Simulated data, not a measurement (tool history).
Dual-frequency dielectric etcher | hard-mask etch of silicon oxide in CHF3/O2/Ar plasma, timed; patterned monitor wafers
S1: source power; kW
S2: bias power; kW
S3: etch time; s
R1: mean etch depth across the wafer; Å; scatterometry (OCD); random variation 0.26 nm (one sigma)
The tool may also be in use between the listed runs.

run	hour	S1	S2	S3	R1
1	0	0.78	0.238	34.5	809.93
2	8.7	0.78	0.268	34.5	861.68
3	10.9	0.66	0.268	34.5	779.85
4	13.5	0.61	0.263	34.5	736.91
5	17.2	0.54	0.263	34.5	684.57
6	22.1	0.53	0.263	34.5	681

The next listed run, before its measurement:
7	28.5	0.52	0.263	34.5	?

Run 7 gave R1 669.98 Å.
